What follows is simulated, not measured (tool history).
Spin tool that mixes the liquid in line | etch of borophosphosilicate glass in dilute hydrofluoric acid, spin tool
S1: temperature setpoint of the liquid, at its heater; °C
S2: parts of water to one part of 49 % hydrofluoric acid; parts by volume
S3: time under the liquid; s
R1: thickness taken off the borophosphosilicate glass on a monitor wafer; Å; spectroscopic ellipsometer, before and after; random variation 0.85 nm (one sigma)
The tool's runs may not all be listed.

run,hour,S1,S2,S3,R1
1,0,23,60,65,786.43
2,3.6,24,60,65,816.41
3,10.1,25.5,60,65,884.41
4,13,23.5,60,65,809.24
5,14.5,20.5,60,65,717.59
# hour 23: hydrofluoric acid flow meter replaced
6,23,22,60,65,687.98
7,28.8,23,60,65,735.99
8,35,24.5,60,65,773.22
9,41.8,25.5,60,65,804.18
10,42.9,26.5,60,65,848.92

The next listed run, before its measurement:
11,51.6,27.5,60,65,?

Run 11 gave R1 872.19 Å.
